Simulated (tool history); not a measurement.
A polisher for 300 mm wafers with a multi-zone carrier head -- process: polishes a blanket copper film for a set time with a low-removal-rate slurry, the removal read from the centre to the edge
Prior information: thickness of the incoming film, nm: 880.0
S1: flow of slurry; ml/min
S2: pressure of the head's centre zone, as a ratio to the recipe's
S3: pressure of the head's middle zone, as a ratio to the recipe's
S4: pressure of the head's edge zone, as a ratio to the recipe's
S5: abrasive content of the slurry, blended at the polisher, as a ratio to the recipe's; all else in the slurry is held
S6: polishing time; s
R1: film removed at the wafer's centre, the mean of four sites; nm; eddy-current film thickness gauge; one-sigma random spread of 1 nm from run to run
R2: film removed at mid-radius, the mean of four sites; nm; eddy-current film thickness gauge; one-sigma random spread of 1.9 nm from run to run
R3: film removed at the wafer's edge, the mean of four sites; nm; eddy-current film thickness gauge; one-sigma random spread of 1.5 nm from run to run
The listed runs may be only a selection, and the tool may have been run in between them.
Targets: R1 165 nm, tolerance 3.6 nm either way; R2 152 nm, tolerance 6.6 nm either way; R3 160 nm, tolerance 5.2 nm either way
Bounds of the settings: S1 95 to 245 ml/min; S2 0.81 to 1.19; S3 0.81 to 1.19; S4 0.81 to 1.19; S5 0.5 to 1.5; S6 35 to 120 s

{"run": 1, "hour": 0.0, "S1": 155, "S2": 1, "S3": 1, "S4": 1, "S5": 1, "S6": 77, "R1": 259.66, "R2": 231.49, "R3": 228.84}
{"run": 2, "hour": 6.1, "S1": 130, "S2": 1, "S3": 1, "S4": 1, "S5": 1, "S6": 77, "R1": 257.06, "R2": 230.04, "R3": 230.17}
{"run": 3, "hour": 11.9, "S1": 130, "S2": 1, "S3": 1, "S4": 1, "S5": 1.2, "S6": 77, "R1": 261.45, "R2": 243.12, "R3": 236.71}
{"run": 4, "hour": 18.4, "S1": 130, "S2": 1, "S3": 1.07, "S4": 1, "S5": 1.2, "S6": 77, "R1": 263.74, "R2": 251.23, "R3": 237.58}
{"run": 5, "hour": 23.9, "S1": 130, "S2": 1.04, "S3": 1.07, "S4": 1, "S5": 1.2, "S6": 77, "R1": 272.19, "R2": 254.66, "R3": 239.86}
{"run": 6, "hour": 24.5, "S1": 130, "S2": 1.04, "S3": 1.07, "S4": 1, "S5": 1, "S6": 77, "R1": 263.46, "R2": 245.41, "R3": 231.61}
{"run": 7, "hour": 26.7, "S1": 130, "S2": 1, "S3": 1.04, "S4": 0.99, "S5": 0.9, "S6": 74, "R1": 241.36, "R2": 228, "R3": 215.23}
{"run": 8, "hour": 31.7, "S1": 130, "S2": 0.97, "S3": 1, "S4": 0.99, "S5": 0.85, "S6": 71, "R1": 223.29, "R2": 202.33, "R3": 200.91}
{"run": 9, "hour": 32.8, "S1": 125, "S2": 0.94, "S3": 0.99, "S4": 0.98, "S5": 0.8, "S6": 70, "R1": 210.21, "R2": 199.22, "R3": 200.32}
{"run": 10, "hour": 36.1, "S1": 130, "S2": 0.93, "S3": 0.97, "S4": 0.96, "S5": 0.75, "S6": 68, "R1": 201.96, "R2": 189.38, "R3": 188.54}
{"run": 11, "hour": 44.1, "S1": 130, "S2": 0.91, "S3": 0.95, "S4": 0.94, "S5": 0.7, "S6": 67, "R1": 192.08, "R2": 182.66, "R3": 185.39}
{"run": 12, "hour": 46.4, "S1": 130, "S2": 0.91, "S3": 0.94, "S4": 0.93, "S5": 0.65, "S6": 66, "R1": 186.82, "R2": 174.48, "R3": 176.34}
{"hour": 49.1, "done": "centre zone pressure recalibrated"}
{"run": 13, "hour": 49.1, "S1": 100, "S2": 0.83, "S3": 0.84, "S4": 0.85, "S5": 0.6, "S6": 66, "R1": 150.87, "R2": 151.72, "R3": 165.11}
{"run": 14, "hour": 52.2, "S1": 145, "S2": 0.9, "S3": 0.85, "S4": 0.83, "S5": 0.5, "S6": 63, "R1": 159.26, "R2": 148.28, "R3": 155.7}

Below are 4 possible settings for the next run. Only one of them brings all results inside the allowed miss of their targets. Which is it?
{"run": "A", "hour": 55.3, "S1": 140, "S2": 0.99, "S3": 0.91, "S4": 0.82, "S5": 0.5, "S6": 61, "R1": "?", "R2": "?", "R3": "?"}
{"run": "B", "hour": 55.3, "S1": 155, "S2": 0.98, "S3": 0.85, "S4": 0.83, "S5": 0.5, "S6": 64, "R1": "?", "R2": "?", "R3": "?"}
{"run": "C", "hour": 55.3, "S1": 105, "S2": 0.92, "S3": 0.97, "S4": 0.81, "S5": 0.5, "S6": 68, "R1": "?", "R2": "?", "R3": "?"}
{"run": "D", "hour": 55.3, "S1": 175, "S2": 0.94, "S3": 0.87, "S4": 0.87, "S5": 0.6, "S6": 60, "R1": "?", "R2": "?", "R3": "?"}

move=A R1=166.9 R2=150.85 R3=149.51
move=B R1=176.19 R2=151.58 R3=159.19
move=C R1=167.86 R2=170.63 R3=161.25
move=D R1=167.39 R2=151.51 R3=158.21
A: meets the target for the result that was furthest off, but another lies outside its allowed miss
B: takes the biggest miss from the last run beyond its target
C: meets the target for the result that was furthest off, but another lies outside its allowed miss
D: each result inside its tolerance
Go with D: it meets all targets.
